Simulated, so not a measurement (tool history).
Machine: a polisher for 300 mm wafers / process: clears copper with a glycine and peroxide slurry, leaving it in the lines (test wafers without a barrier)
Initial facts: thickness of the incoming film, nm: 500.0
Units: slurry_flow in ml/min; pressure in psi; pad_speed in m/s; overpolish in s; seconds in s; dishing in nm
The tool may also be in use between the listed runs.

run	hour	slurry_flow	pressure	pad_speed	overpolish	seconds	dishing
1	0.0	310	2.5	1.04	22	83.949	82.262
2	4.5	310	2.8	1.04	22	76.958	83.165
3	5.5	310	2.2	1.04	22	92.761	76.288
4	7.4	360	2.2	1.04	22	91.980	76.776
5	13.8	425	2.2	1.04	22	90.421	74.217
6	22.6	425	1.6	1.04	22	116.280	62.892

Run 7 comes next. What will it give?
7	26.5	425	1.8	1.04	23	?	?

seconds: 105.400 s
dishing: 70.619 nm

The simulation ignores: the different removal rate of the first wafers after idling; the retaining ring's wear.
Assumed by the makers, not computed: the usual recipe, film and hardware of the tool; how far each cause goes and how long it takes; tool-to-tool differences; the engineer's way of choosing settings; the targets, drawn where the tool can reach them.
